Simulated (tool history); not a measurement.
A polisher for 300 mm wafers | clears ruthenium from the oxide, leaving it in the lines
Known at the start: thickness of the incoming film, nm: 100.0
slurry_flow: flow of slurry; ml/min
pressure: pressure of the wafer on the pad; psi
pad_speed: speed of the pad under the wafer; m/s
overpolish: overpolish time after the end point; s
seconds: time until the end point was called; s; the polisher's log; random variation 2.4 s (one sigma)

run,hour,slurry_flow,pressure,pad_speed,overpolish,seconds
1,0,275,2,0.76,20,142.69
2,3.2,275,1.9,0.76,20,149.71
3,10,275,2.3,0.76,20,125.95
4,18.9,275,2.3,0.68,20,138.62
5,27,275,2.2,0.68,20,144.72
6,28.8,275,2.2,0.68,20,145.38
7,34.3,275,2.1,0.68,20,152.36
8,36,275,2,0.68,20,160.4
9,39.8,275,1.9,0.68,20,168.32

Run 10 comes next. What will it give?
10,47.1,275,1.9,0.68,20,?

seconds: 165.88 s
